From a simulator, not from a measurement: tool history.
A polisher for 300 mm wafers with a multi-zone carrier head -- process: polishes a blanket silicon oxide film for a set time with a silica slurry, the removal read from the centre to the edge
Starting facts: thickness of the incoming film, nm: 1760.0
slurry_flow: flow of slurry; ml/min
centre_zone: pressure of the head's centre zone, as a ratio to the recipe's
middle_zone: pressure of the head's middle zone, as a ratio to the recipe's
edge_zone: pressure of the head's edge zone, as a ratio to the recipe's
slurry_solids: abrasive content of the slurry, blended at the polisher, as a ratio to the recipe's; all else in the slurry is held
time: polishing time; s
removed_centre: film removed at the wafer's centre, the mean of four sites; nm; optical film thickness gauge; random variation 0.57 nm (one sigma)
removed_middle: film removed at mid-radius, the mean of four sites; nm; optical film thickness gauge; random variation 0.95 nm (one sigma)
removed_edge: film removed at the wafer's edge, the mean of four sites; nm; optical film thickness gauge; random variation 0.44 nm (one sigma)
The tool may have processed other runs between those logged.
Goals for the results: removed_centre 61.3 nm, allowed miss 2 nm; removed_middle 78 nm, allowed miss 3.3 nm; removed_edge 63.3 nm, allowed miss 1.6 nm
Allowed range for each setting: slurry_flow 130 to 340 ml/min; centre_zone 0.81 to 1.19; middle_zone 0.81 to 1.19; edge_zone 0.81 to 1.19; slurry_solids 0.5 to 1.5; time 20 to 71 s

Run 1, hour 0: slurry_flow 220 ml/min, centre_zone 1, middle_zone 1, edge_zone 1, slurry_solids 1, time 45 s. Result: removed_centre 132.8 nm, removed_middle 146.15 nm, removed_edge 136.57 nm.
Run 2, hour 8.2: slurry_flow 245 ml/min, centre_zone 1, middle_zone 1, edge_zone 1, slurry_solids 1, time 45 s. Result: removed_centre 139.82 nm, removed_middle 148.97 nm, removed_edge 140.86 nm.
Run 3, hour 11.3: slurry_flow 225 ml/min, centre_zone 0.99, middle_zone 1.01, edge_zone 0.96, slurry_solids 0.9, time 41 s. Result: removed_centre 116.77 nm, removed_middle 126.03 nm, removed_edge 118.54 nm.
Run 4, hour 16.2: slurry_flow 210 ml/min, centre_zone 0.98, middle_zone 1.05, edge_zone 0.93, slurry_solids 0.8, time 38 s. Result: removed_centre 100.26 nm, removed_middle 115.91 nm, removed_edge 102.43 nm.
Run 5, hour 18.8: slurry_flow 200 ml/min, centre_zone 0.97, middle_zone 1.06, edge_zone 0.91, slurry_solids 0.75, time 35 s. Result: removed_centre 89.782 nm, removed_middle 102.93 nm, removed_edge 89.886 nm.
At hour 23.9: slurry nozzle cleaned.
Run 6, hour 23.9: slurry_flow 190 ml/min, centre_zone 0.95, middle_zone 1.07, edge_zone 0.89, slurry_solids 0.7, time 34 s. Result: removed_centre 83.197 nm, removed_middle 99.801 nm, removed_edge 85.921 nm.
Run 7, hour 27.4: slurry_flow 185 ml/min, centre_zone 0.94, middle_zone 1.08, edge_zone 0.88, slurry_solids 0.65, time 32 s. Result: removed_centre 75.561 nm, removed_middle 91.859 nm, removed_edge 76.644 nm.
Run 8, hour 30.1: slurry_flow 180 ml/min, centre_zone 0.93, middle_zone 1.08, edge_zone 0.87, slurry_solids 0.6, time 31 s. Result: removed_centre 70.135 nm, removed_middle 83.967 nm, removed_edge 70.63 nm.
Run 9, hour 33.7: slurry_flow 175 ml/min, centre_zone 0.92, middle_zone 1.08, edge_zone 0.86, slurry_solids 0.6, time 31 s. Result: removed_centre 67.045 nm, removed_middle 83.97 nm, removed_edge 70.468 nm.

Which single option among these 4 for the next run brings every result within its allowed miss of target? Just one does.
Run A, hour 37.3: slurry_flow 155 ml/min, centre_zone 0.85, middle_zone 0.94, edge_zone 0.97, slurry_solids 0.5, time 35 s. Result: removed_centre ?, removed_middle ?, removed_edge ?.
Run B, hour 37.3: slurry_flow 145 ml/min, centre_zone 0.81, middle_zone 1.19, edge_zone 0.83, slurry_solids 0.65, time 29 s. Result: removed_centre ?, removed_middle ?, removed_edge ?.
Run C, hour 37.3: slurry_flow 210 ml/min, centre_zone 0.93, middle_zone 1.13, edge_zone 0.9, slurry_solids 0.75, time 24 s. Result: removed_centre ?, removed_middle ?, removed_edge ?.
Run D, hour 37.3: slurry_flow 245 ml/min, centre_zone 0.92, middle_zone 1.19, edge_zone 0.92, slurry_solids 0.5, time 30 s. Result: removed_centre ?, removed_middle ?, removed_edge ?.

move  removed_centre  removed_middle  removed_edge
   A          64.479          76.407        76.988
   B          56.708          85.642        65.919
   C            61.3          77.496        63.505
   D          64.872          86.325        67.944
A: moves away from the targets compared with the last run
B: better than the last run, though not everything is in spec
C: every result within its allowed miss
D: better than the last run, though not everything is in spec
C meets every target.

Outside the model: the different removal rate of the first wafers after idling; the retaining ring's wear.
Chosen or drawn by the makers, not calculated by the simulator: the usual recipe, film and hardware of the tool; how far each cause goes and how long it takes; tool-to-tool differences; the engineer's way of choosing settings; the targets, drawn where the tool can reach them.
